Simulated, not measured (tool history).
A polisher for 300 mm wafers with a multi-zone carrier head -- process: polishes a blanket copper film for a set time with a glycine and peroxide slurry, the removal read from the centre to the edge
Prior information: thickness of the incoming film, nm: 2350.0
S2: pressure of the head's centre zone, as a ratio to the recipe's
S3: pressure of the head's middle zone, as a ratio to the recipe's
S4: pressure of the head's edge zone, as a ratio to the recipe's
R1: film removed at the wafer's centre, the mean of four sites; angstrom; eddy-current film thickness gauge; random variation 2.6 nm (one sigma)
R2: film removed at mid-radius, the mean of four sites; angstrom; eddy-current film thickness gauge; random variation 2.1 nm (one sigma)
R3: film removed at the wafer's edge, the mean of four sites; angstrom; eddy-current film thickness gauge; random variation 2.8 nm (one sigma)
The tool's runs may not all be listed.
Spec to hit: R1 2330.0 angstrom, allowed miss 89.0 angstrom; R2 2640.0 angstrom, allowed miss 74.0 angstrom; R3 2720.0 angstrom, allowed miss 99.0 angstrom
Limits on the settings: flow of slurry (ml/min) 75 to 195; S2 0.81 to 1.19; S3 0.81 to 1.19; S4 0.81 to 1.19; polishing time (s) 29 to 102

Run 1, hour 0.0: flow of slurry (ml/min) 125, S2 1.00, S3 1.00, S4 1.00, polishing time (s) 65. Result: R1 3035.1 angstrom, R2 3123.5 angstrom, R3 3120.0 angstrom.
Run 2, hour 7.0: flow of slurry (ml/min) 115, S2 0.97, S3 0.99, S4 0.98, polishing time (s) 64. Result: R1 2793.2 angstrom, R2 2932.5 angstrom, R3 2943.0 angstrom.
Run 3, hour 15.1: flow of slurry (ml/min) 115, S2 0.97, S3 0.99, S4 1.07, polishing time (s) 64. Result: R1 2766.8 angstrom, R2 2966.3 angstrom, R3 3155.2 angstrom.
Run 4, hour 16.2: flow of slurry (ml/min) 115, S2 0.97, S3 0.99, S4 1.07, polishing time (s) 50. Result: R1 2209.8 angstrom, R2 2302.8 angstrom, R3 2484.9 angstrom.
Run 5, hour 23.1: flow of slurry (ml/min) 125, S2 0.96, S3 1.00, S4 1.08, polishing time (s) 50. Result: R1 2197.3 angstrom, R2 2368.5 angstrom, R3 2531.5 angstrom.
Run 6, hour 27.9: flow of slurry (ml/min) 140, S2 0.96, S3 1.00, S4 1.08, polishing time (s) 50. Result: R1 2344.6 angstrom, R2 2435.0 angstrom, R3 2594.6 angstrom.
Run 7, hour 30.4: flow of slurry (ml/min) 145, S2 0.95, S3 1.01, S4 1.09, polishing time (s) 50. Result: R1 2305.5 angstrom, R2 2513.8 angstrom, R3 2621.1 angstrom.
Run 8, hour 38.1: flow of slurry (ml/min) 150, S2 0.95, S3 1.01, S4 1.10, polishing time (s) 50. Result: R1 2343.1 angstrom, R2 2502.5 angstrom, R3 2602.4 angstrom.
Run 9, hour 44.2: flow of slurry (ml/min) 150, S2 0.94, S3 1.02, S4 1.11, polishing time (s) 50. Result: R1 2285.0 angstrom, R2 2502.2 angstrom, R3 2548.4 angstrom.

Which one of the following 4 next-run settings gets every result inside its allowed miss? There is exactly one.
Run A, hour 50.3: flow of slurry (ml/min) 160, S2 0.94, S3 1.10, S4 1.19, polishing time (s) 45. Result: R1 ?, R2 ?, R3 ?.
Run B, hour 50.3: flow of slurry (ml/min) 125, S2 0.90, S3 1.03, S4 1.09, polishing time (s) 54. Result: R1 ?, R2 ?, R3 ?.
Run C, hour 50.3: flow of slurry (ml/min) 140, S2 0.86, S3 1.13, S4 1.17, polishing time (s) 51. Result: R1 ?, R2 ?, R3 ?.
Run D, hour 50.3: flow of slurry (ml/min) 175, S2 0.89, S3 1.19, S4 1.09, polishing time (s) 48. Result: R1 ?, R2 ?, R3 ?.

move      R1      R2      R3
   A  2110.4  2404.5  2489.9
   B  2289.4  2592.1  2752.3
   C  2138.5  2713.9  2742.4
   D  2181.0  2784.3  2565.3
A: misses by more than the last run did
B: hits every target within its allowed miss
C: puts the biggest miss on target and leaves a different result outside tolerance
D: takes the result that was furthest off past its target
Move B is the one to make.
